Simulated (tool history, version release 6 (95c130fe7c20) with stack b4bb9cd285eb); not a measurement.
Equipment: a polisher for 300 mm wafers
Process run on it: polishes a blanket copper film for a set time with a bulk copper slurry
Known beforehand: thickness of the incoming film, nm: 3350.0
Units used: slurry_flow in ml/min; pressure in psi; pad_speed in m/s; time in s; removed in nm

run	hour	slurry_flow	pressure	pad_speed	slurry_solids	time	removed
1	0.0	275	2.7	1.20	1.00	83	893.14
2	8.6	275	2.7	1.20	1.00	87	943.31
3	13.4	275	2.8	1.20	1.00	87	943.19
4	14.4	275	2.8	1.20	1.15	87	989.10
5	23.0	240	2.8	1.20	1.15	87	963.11
# hour 30.6: slurry nozzle cleaned
6	30.6	245	2.9	1.20	1.15	87	1038.10
7	39.5	245	2.9	1.20	1.15	87	1009.40
8	45.7	245	3.0	1.20	1.15	87	1038.30

What will run 9 give?
9	48.6	245	3.1	1.20	1.15	87	?

removed: 1074.90 nm
